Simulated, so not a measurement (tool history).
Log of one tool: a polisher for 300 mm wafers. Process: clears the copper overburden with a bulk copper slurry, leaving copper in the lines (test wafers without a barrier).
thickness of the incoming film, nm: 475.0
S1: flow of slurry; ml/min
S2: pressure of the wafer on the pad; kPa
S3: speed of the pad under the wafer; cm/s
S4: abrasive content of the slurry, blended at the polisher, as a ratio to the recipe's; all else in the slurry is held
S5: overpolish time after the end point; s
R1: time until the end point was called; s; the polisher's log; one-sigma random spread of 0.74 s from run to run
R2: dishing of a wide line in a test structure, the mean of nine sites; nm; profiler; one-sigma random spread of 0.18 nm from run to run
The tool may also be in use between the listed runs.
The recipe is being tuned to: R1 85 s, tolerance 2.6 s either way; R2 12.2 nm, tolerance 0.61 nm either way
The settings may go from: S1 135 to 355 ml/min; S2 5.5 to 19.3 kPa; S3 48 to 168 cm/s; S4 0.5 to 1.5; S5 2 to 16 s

run,hour,S1,S2,S3,S4,S5,R1,R2
1,0,225,12.4,108,1,8,65.377,15.421
2,6.9,225,11.7,108,1,7,69.352,14.507
3,13.9,225,11,108,1,6,75.005,13.779
4,16.9,225,11,108,1,5,74.292,12.818
5,20.7,225,11,108,1,7,73.842,14.387
6,22.6,225,11,128,1,7,62.118,14.844
7,28.2,225,10.3,128,1,6,66.603,14.132
8,34.8,225,9.7,128,1,6,71.381,13.645

Next run, 5 choices. One meets every target within its allowed miss, the rest don't. Which?
A,41.4,320,7.6,136,0.9,5,?,?
B,41.4,165,9.7,112,0.95,8,?,?
C,41.4,230,9.7,100,0.95,7,?,?
D,41.4,225,10.3,136,0.9,11,?,?
E,41.4,215,9.7,116,1.05,6,?,?

move,R1,R2
A,84.907,12.053
B,85.691,14.354
C,91.647,13.485
D,65.143,15.854
E,78.756,13.473
A: meets every target
B: meets the target for the result that was furthest off, but another lies outside its allowed miss
C: the result that was furthest off in the last run now lies on the other side of its target
D: lands further from the targets than the last run did
E: moves toward the targets from the last run without getting all of them in spec
A is the move that brings every result within its allowed miss.
